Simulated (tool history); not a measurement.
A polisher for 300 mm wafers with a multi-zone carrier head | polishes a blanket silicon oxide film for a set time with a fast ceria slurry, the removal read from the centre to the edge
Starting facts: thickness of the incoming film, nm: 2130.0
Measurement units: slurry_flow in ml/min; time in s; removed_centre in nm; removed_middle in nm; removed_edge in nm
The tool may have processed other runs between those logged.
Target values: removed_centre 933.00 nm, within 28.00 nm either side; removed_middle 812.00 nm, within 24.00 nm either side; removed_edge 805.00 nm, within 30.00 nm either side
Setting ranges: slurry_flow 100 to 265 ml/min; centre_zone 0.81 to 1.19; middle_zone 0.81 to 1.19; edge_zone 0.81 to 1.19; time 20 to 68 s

run	day	slurry_flow	centre_zone	middle_zone	edge_zone	time	removed_centre	removed_middle	removed_edge
1	0.000	170	1.00	1.00	1.00	44	551.45	559.33	562.99
2	0.121	180	1.02	1.01	1.01	45	575.10	570.05	573.16
3	0.179	185	1.04	1.02	1.02	47	620.81	616.53	620.98
4	0.433	185	1.04	1.02	1.02	54	720.87	717.85	689.58
5	0.675	185	0.96	1.02	1.02	54	664.87	702.51	694.57
6	0.788	185	0.92	1.02	1.02	54	635.25	698.64	693.72
7	0.862	190	0.95	1.02	1.03	54	648.94	709.98	702.99
8	0.942	195	0.98	1.02	1.03	55	699.81	728.48	717.54
9	1.296	200	1.00	1.02	1.04	55	720.40	732.77	718.35
10	1.533	205	1.02	1.02	1.05	55	734.94	734.08	743.18
11	1.704	210	1.04	1.02	1.05	55	763.03	733.51	749.90
# day 1.988: slurry nozzle cleaned
12	1.988	215	1.06	1.03	1.05	55	795.78	770.02	768.00
13	2.033	220	1.07	1.03	1.04	55	815.29	779.80	751.06

Exactly one of the 5 candidate moves below puts every result within its allowed miss. Which one?
A	2.079	210	1.00	1.08	1.11	51	?	?	?
B	2.079	240	1.01	1.07	0.96	52	?	?	?
C	2.079	260	1.11	0.97	0.99	59	?	?	?
D	2.079	230	1.16	1.03	0.85	57	?	?	?
E	2.079	245	1.09	1.03	0.84	56	?	?	?

move	removed_centre	removed_middle	removed_edge
A	699.02	753.58	730.42
B	734.37	776.23	712.43
C	925.50	817.90	825.12
D	919.61	818.70	743.92
E	856.16	811.13	732.22
A: the biggest miss grows against the last run
B: the biggest miss grows against the last run
C: every result within its allowed miss
D: the worst result of the last run now meets its target, but another is out of spec
E: closes in on the targets versus the last run, not all within tolerance yet
Go with C: it meets all targets.

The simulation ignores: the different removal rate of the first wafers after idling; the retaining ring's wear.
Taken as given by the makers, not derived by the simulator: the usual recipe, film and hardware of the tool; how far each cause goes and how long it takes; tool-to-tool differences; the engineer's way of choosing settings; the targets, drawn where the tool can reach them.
